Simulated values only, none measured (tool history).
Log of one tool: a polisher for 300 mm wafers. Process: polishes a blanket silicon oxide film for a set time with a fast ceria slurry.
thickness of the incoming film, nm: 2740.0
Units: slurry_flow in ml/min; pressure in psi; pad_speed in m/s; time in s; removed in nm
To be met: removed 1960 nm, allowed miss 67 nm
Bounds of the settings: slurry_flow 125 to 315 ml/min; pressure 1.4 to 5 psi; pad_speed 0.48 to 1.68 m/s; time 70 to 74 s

run	hour	slurry_flow	pressure	pad_speed	time	removed
1	0	205	3.2	1.08	70	1200
2	6.9	205	3.5	1.08	70	1290.3
3	7.6	205	3.5	1.08	70	1313.9
4	11	225	3.5	1.08	70	1333.3
5	12.2	225	3.5	1.08	74	1394.8
6	16.8	225	2.9	1.08	74	1223.9
7	20.8	230	3.3	1.08	74	1329.7
8	26.6	230	3.3	1.08	74	1332.9
9	35	240	4.2	1.1	74	1633.7

5 next moves are on the table. One of them brings every result within its allowed miss. Which?
A	43.4	235	4.3	1.44	73	?
B	43.4	220	4.3	1.16	74	?
C	43.4	200	4	1.48	74	?
D	43.4	210	5	1.14	74	?
E	43.4	235	4.7	1.3	74	?

move	removed
A	2130.3
B	1734.4
C	2048
D	1920
E	2102.6
A: takes the result that was furthest off past its target
B: nearer than the last run, and not there yet
C: takes the result that was furthest off past its target
D: meets every target
E: takes the result that was furthest off past its target
Answer: D
